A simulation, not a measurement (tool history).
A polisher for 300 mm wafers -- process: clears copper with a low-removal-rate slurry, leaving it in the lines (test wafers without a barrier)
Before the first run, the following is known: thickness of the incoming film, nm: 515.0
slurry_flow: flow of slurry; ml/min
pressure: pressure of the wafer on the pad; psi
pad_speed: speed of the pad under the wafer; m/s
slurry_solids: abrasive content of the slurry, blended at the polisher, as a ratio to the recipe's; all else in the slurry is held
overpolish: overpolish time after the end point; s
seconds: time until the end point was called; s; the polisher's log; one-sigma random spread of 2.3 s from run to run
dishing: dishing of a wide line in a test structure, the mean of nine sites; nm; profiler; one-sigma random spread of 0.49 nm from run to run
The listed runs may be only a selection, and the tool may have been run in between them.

run	hour	slurry_flow	pressure	pad_speed	slurry_solids	overpolish	seconds	dishing
1	0	200	3.8	1.04	1	19	137.26	35.422
2	1.4	200	4.5	1.04	1	19	117.36	38.846
3	5.5	200	5.1	1.04	1	19	103.45	40.871
4	12.6	200	4.7	1.04	1	18	112.12	39.107
5	18.6	230	4.7	1.04	1	18	113.32	38.72
6	26.1	230	4.4	1.04	1	17	119.52	36.647

What does the tool deliver on the next run?
7	26.8	230	4.1	1.04	1	16	?	?

{"run 7": {"seconds": 126.32, "dishing": 34.599}}

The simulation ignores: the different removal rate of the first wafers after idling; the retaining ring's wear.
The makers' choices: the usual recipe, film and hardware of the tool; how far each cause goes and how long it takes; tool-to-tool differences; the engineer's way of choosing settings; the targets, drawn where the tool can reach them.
